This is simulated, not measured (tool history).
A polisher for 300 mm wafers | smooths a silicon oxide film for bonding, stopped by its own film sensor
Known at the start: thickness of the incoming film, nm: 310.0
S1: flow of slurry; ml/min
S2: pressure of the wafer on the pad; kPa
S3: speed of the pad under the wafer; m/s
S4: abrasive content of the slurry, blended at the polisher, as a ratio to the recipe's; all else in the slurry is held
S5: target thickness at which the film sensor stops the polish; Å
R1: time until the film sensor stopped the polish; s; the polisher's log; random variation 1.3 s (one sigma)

run  hour   S1    S2    S3   S4    S5       R1
  1   0.0  145   9.0  0.70  1.0  2820  100.580
  2   8.5  145   9.7  0.70  1.0  2820   95.310
  3  13.4  145   9.7  0.70  1.0  2850   86.163
  4  18.4  145   9.7  0.54  1.0  2850  102.150
  5  26.7  145  10.3  0.54  1.0  2850   94.172
  6  35.4  145  11.0  0.54  1.0  2850   90.861

The next listed run, before its measurement:
  7  41.7  145  11.7  0.54  1.0  2850   ?

{"run 7": {"R1": 84.97}}
